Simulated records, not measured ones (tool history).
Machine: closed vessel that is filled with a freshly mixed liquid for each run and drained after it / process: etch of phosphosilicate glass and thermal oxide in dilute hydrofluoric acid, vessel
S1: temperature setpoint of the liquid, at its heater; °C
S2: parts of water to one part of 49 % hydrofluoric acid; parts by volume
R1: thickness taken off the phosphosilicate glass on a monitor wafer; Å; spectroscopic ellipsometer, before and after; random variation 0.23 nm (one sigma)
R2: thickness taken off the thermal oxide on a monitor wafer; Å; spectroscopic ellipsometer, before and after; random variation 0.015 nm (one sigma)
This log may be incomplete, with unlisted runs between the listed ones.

run 1 hour=0.0 | S1=26.0 S2=80 time_in_the_liquid_(s)=60 | R1=794.64 R2=37.499
run 2 hour=3.8 | S1=24.0 S2=90 time_in_the_liquid_(s)=60 | R1=644.09 R2=30.201
run 3 hour=9.7 | S1=26.5 S2=90 time_in_the_liquid_(s)=60 | R1=702.89 R2=33.495
run 4 hour=12.6 | S1=24.0 S2=90 time_in_the_liquid_(s)=60 | R1=645.35 R2=30.482
run 5 hour=18.0 | S1=26.5 S2=90 time_in_the_liquid_(s)=60 | R1=706.19 R2=33.707
run 6 hour=20.0 | S1=24.5 S2=100 time_in_the_liquid_(s)=60 | R1=584.25 R2=27.598

Estimate the outcome of run 7 from the log above:
run 7 hour=21.4 | S1=23.0 S2=105 time_in_the_liquid_(s)=60 | R1=? R2=?

R1: 521.48 Å
R2: 24.543 Å
